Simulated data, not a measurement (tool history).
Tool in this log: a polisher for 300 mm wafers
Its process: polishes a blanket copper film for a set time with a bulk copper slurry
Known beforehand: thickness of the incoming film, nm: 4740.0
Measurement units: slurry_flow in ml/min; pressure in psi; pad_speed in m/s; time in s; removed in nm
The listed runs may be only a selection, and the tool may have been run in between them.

| run | hour | slurry_flow | pressure | pad_speed | slurry_solids | time | removed |
|---|---|---|---|---|---|---|---|
| 1 | 0.0 | 140 | 1.9 | 0.88 | 1.0 | 31 | 186.09 |
| 2 | 1.5 | 150 | 2.1 | 0.88 | 1.0 | 31 | 209.09 |
| 3 | 3.5 | 180 | 2.1 | 0.88 | 1.0 | 31 | 213.76 |
| 4 | 5.1 | 180 | 2.1 | 0.88 | 1.1 | 31 | 216.00 |
| 5 | 12.4 | 180 | 2.2 | 0.88 | 1.1 | 31 | 230.10 |
|  | 15.9 | slurry blender recalibrated |
| 6 | 15.9 | 180 | 2.3 | 0.88 | 1.1 | 31 | 251.42 |
| 7 | 18.7 | 180 | 2.4 | 0.88 | 1.1 | 31 | 261.25 |
| 8 | 27.4 | 180 | 2.5 | 0.88 | 1.1 | 31 | 271.88 |

For run 9, what comes out?
| 9 | 29.2 | 185 | 2.6 | 0.88 | 1.1 | 31 | ? |

Logged for run 9: removed 280.21 nm.
